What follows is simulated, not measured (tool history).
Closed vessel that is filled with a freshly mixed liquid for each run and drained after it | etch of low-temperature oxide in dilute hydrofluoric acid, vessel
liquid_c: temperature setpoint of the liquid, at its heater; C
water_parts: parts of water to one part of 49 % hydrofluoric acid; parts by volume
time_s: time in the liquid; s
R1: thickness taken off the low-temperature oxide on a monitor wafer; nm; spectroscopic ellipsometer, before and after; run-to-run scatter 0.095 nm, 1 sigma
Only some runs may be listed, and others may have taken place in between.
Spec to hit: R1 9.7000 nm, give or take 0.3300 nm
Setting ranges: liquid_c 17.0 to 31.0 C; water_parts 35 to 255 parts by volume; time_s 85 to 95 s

run 1 hour=0.0 | liquid_c=23.0 water_parts=145 time_s=85 | R1=17.2240
run 2 hour=2.6 | liquid_c=22.5 water_parts=150 time_s=85 | R1=16.3130
run 3 hour=5.5 | liquid_c=22.5 water_parts=150 time_s=95 | R1=18.4200
run 4 hour=8.9 | liquid_c=22.0 water_parts=155 time_s=95 | R1=17.7050
run 5 hour=12.5 | liquid_c=22.0 water_parts=155 time_s=85 | R1=15.3590
run 6 hour=17.3 | liquid_c=22.0 water_parts=130 time_s=85 | R1=18.8230
run 7 hour=20.5 | liquid_c=21.5 water_parts=135 time_s=85 | R1=17.4320
run 8 hour=25.0 | liquid_c=21.0 water_parts=140 time_s=85 | R1=16.6990
run 9 hour=32.0 | liquid_c=20.5 water_parts=145 time_s=85 | R1=15.8610
run 10 hour=35.3 | liquid_c=20.0 water_parts=150 time_s=85 | R1=14.8360

Pick the move, out of 5, that brings all results within their allowed miss; only one does.
run A hour=38.6 | liquid_c=20.5 water_parts=105 time_s=95 | R1=?
run B hour=38.6 | liquid_c=19.0 water_parts=110 time_s=90 | R1=?
run C hour=38.6 | liquid_c=19.0 water_parts=95 time_s=95 | R1=?
run D hour=38.6 | liquid_c=21.5 water_parts=100 time_s=95 | R1=?
run E hour=38.6 | liquid_c=24.0 water_parts=240 time_s=85 | R1=?

move=A R1=25.2900
move=B R1=21.3890
move=C R1=26.5720
move=D R1=27.8140
move=E R1=9.7995
A: misses by more than the last run did
B: misses by more than the last run did
C: misses by more than the last run did
D: misses by more than the last run did
E: every result within its allowed miss
So the answer is move E, the one that meets all the targets.

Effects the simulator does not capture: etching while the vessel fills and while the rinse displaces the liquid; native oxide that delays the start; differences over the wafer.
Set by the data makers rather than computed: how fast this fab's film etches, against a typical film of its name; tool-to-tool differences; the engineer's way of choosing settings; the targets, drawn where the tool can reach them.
